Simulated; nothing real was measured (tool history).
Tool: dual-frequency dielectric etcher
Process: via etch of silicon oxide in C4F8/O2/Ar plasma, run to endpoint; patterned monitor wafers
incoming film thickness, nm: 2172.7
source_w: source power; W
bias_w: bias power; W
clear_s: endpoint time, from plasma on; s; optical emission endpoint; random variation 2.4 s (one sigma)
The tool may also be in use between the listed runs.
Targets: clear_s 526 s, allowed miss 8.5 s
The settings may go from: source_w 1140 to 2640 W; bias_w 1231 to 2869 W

run,hour,source_w,bias_w,clear_s
1,0,1890,2050,440.98
2,6.4,1890,1761,455.61
3,10.2,1700,1724,489.92
4,11.4,1700,2013,469.25
5,18,2020,2013,428.21
6,26.6,2020,1758,444.19
7,35.5,1840,1734,466.51
8,41.9,1720,1717,487.53
9,49.6,1650,1708,494.86
10,51.7,1590,1700,508.55
11,59.7,1560,1696,515.53
12,60.5,1540,1694,514.34

Which of these 4 next moves meets every target?
A,61.3,1390,1775,?
B,61.3,1560,1717,?
C,61.3,1540,1833,?
D,61.3,1550,1583,?

move,clear_s
A,544.17
B,515.34
C,509.7
D,528.61
A: takes the result that was furthest off past its target
B: nearer than the last run, and not there yet
C: further off than the last run
D: meets every target
Move D is the one to make.
